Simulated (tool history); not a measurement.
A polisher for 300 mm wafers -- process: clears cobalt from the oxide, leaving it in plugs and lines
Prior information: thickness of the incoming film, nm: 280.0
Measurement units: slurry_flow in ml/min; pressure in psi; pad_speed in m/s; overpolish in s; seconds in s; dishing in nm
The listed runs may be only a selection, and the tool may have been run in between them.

run 1 hour=0.0 | slurry_flow=185 pressure=2.4 pad_speed=1.14 overpolish=22 | seconds=54.614 dishing=23.019
run 2 hour=2.2 | slurry_flow=185 pressure=2.2 pad_speed=1.14 overpolish=17 | seconds=58.819 dishing=21.703
run 3 hour=9.4 | slurry_flow=185 pressure=2.2 pad_speed=1.14 overpolish=10 | seconds=58.723 dishing=19.864
run 4 hour=13.9 | slurry_flow=200 pressure=2.2 pad_speed=1.14 overpolish=10 | seconds=57.397 dishing=19.846
run 5 hour=19.7 | slurry_flow=200 pressure=2.2 pad_speed=1.14 overpolish=13 | seconds=56.091 dishing=21.407
run 6 hour=21.7 | slurry_flow=200 pressure=2.4 pad_speed=1.14 overpolish=13 | seconds=52.508 dishing=21.043

Estimate the outcome of run 7 from the log above:
run 7 hour=30.1 | slurry_flow=190 pressure=2.2 pad_speed=1.14 overpolish=14 | seconds=? dishing=?

Run 7 gave seconds 57.954 s, dishing 21.638 nm.

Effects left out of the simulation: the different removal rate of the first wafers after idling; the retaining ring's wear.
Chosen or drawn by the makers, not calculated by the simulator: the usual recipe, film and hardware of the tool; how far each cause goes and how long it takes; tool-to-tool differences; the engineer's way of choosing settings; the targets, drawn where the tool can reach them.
